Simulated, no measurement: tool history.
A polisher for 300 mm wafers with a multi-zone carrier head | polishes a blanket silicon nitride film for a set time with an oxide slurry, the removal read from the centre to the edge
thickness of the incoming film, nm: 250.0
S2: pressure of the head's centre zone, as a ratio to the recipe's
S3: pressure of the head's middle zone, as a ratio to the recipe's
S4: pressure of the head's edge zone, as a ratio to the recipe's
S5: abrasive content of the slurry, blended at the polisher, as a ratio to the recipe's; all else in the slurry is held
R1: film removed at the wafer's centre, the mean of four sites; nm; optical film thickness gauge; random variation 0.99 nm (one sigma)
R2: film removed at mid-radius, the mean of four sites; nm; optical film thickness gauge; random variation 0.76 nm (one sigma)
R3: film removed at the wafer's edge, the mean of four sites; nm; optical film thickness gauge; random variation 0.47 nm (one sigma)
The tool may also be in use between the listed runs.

run 1 hour=0.0 | flow_of_slurry_(ml/min)=165 S2=1.00 S3=1.00 S4=1.00 S5=1.00 polishing_time_(s)=73 | R1=59.700 R2=61.286 R3=63.402
run 2 hour=5.6 | flow_of_slurry_(ml/min)=165 S2=0.94 S3=1.00 S4=1.00 S5=1.00 polishing_time_(s)=73 | R1=55.069 R2=61.235 R3=64.113
run 3 hour=6.7 | flow_of_slurry_(ml/min)=165 S2=0.94 S3=1.06 S4=1.00 S5=1.00 polishing_time_(s)=73 | R1=56.704 R2=64.552 R3=63.589
run 4 hour=15.2 | flow_of_slurry_(ml/min)=175 S2=0.95 S3=1.07 S4=1.03 S5=1.05 polishing_time_(s)=73 | R1=60.343 R2=67.112 R3=66.095
run 5 hour=19.8 | flow_of_slurry_(ml/min)=185 S2=0.94 S3=1.08 S4=1.05 S5=1.10 polishing_time_(s)=73 | R1=61.732 R2=69.110 R3=68.817
run 6 hour=23.1 | flow_of_slurry_(ml/min)=165 S2=0.94 S3=1.08 S4=1.05 S5=1.10 polishing_time_(s)=73 | R1=58.369 R2=69.725 R3=67.284
run 7 hour=31.6 | flow_of_slurry_(ml/min)=175 S2=0.94 S3=1.09 S4=1.07 S5=1.10 polishing_time_(s)=73 | R1=60.037 R2=69.633 R3=68.522
run 8 hour=33.4 | flow_of_slurry_(ml/min)=185 S2=0.94 S3=1.10 S4=1.08 S5=1.10 polishing_time_(s)=73 | R1=59.411 R2=71.744 R3=69.567
run 9 hour=39.6 | flow_of_slurry_(ml/min)=235 S2=1.04 S3=1.10 S4=1.18 S5=1.20 polishing_time_(s)=73 | R1=71.675 R2=75.222 R3=77.369

Forecast run 10:
run 10 hour=46.8 | flow_of_slurry_(ml/min)=235 S2=1.04 S3=1.11 S4=1.18 S5=1.20 polishing_time_(s)=73 | R1=? R2=? R3=?

Run 10 gave R1 71.823 nm, R2 75.918 nm, R3 77.456 nm.

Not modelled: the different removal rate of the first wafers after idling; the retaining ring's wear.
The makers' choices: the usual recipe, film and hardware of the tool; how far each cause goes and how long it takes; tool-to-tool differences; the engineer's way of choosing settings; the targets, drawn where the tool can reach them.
